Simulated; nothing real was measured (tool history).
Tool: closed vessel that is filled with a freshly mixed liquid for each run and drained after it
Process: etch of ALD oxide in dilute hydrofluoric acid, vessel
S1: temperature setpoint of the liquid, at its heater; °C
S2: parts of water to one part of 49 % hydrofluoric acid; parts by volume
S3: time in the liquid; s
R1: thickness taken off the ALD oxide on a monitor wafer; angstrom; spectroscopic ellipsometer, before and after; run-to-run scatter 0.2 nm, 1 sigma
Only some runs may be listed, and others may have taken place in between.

{"run": 1, "day": 0.0, "S1": 23.0, "S2": 40, "S3": 35, "R1": 138.72}
{"run": 2, "day": 0.292, "S1": 23.0, "S2": 50, "S3": 35, "R1": 110.53}
{"run": 3, "day": 0.454, "S1": 25.5, "S2": 45, "S3": 35, "R1": 138.06}
{"run": 4, "day": 0.554, "S1": 23.5, "S2": 45, "S3": 35, "R1": 124.33}
{"run": 5, "day": 0.742, "S1": 25.5, "S2": 40, "S3": 35, "R1": 157.1}
{"run": 6, "day": 1.071, "S1": 27.0, "S2": 40, "S3": 35, "R1": 165.55}
{"run": 7, "day": 1.433, "S1": 27.0, "S2": 40, "S3": 35, "R1": 165.45}
{"run": 8, "day": 1.821, "S1": 28.0, "S2": 40, "S3": 35, "R1": 170.98}

Run 9 has not been measured yet. What should we expect?
{"run": 9, "day": 2.175, "S1": 29.0, "S2": 40, "S3": 35, "R1": "?"}

{"run 9": {"R1": 178.1}}
